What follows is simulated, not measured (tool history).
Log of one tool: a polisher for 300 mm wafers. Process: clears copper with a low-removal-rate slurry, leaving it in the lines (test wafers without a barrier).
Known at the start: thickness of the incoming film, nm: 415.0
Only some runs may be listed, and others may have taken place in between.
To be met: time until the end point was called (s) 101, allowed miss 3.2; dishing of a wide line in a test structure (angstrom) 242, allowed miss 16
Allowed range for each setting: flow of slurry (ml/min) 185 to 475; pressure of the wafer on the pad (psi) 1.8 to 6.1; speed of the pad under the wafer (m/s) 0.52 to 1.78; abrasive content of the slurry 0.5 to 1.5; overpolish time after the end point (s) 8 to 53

| run | hour | flow of slurry (ml/min) | pressure of the wafer on the pad (psi) | speed of the pad under the wafer (m/s) | abrasive content of the slurry | overpolish time after the end point (s) | time until the end point was called (s) | dishing of a wide line in a test structure (angstrom) |
|---|---|---|---|---|---|---|---|---|
| 1 | 0 | 305 | 3.9 | 1.14 | 1 | 27 | 103.1 | 641.9 |
| 2 | 4.5 | 305 | 3.6 | 1.2 | 1 | 22 | 107.59 | 540.89 |
| 3 | 12.1 | 305 | 3.4 | 1.28 | 1 | 19 | 105 | 473.82 |
| 4 | 20.1 | 300 | 3 | 1.4 | 1 | 16 | 108.78 | 393.76 |
| 5 | 23.4 | 300 | 3 | 1.24 | 1 | 16 | 123.68 | 349.12 |
| 6 | 32.3 | 270 | 2.7 | 1.36 | 1.1 | 14 | 124.37 | 311.4 |
| 7 | 39.6 | 250 | 2.6 | 1.46 | 1.2 | 13 | 119.03 | 314.72 |
|  | 45.8 | slurry nozzle cleaned |
| 8 | 45.8 | 235 | 2.5 | 1.54 | 1.2 | 12 | 113.76 | 301.94 |
| 9 | 46.9 | 225 | 2.4 | 1.6 | 1.25 | 11 | 112.76 | 281.31 |
| 10 | 53.1 | 215 | 2.4 | 1.64 | 1.3 | 10 | 108.79 | 268.3 |
| 11 | 60.7 | 210 | 2.4 | 1.66 | 1.35 | 10 | 106.62 | 286.19 |
| 12 | 69.5 | 205 | 2.4 | 1.68 | 1.2 | 10 | 108.88 | 262.82 |
| 13 | 72.5 | 200 | 2.5 | 1.7 | 1.15 | 10 | 104.7 | 280.65 |

Next run, 4 choices. One meets every target within its allowed miss, the rest don't. Which?
| A | 75.5 | 350 | 2.4 | 1.58 | 1.3 | 8 | ? | ? |
| B | 75.5 | 190 | 2.3 | 1.76 | 1.1 | 10 | ? | ? |
| C | 75.5 | 195 | 2.9 | 1.46 | 1.1 | 10 | ? | ? |
| D | 75.5 | 245 | 2.7 | 1.6 | 1.1 | 8 | ? | ? |

| move | time until the end point was called (s) | dishing of a wide line in a test structure (angstrom) |
|---|---|---|
| A | 108.57 | 230.8 |
| B | 112.16 | 272.92 |
| C | 107.52 | 285.22 |
| D | 102.36 | 244.03 |
A: brings the last run's worst result on target, with another outside its allowed miss
B: further off than the last run
C: further off than the last run
D: meets every target
The right move is D.
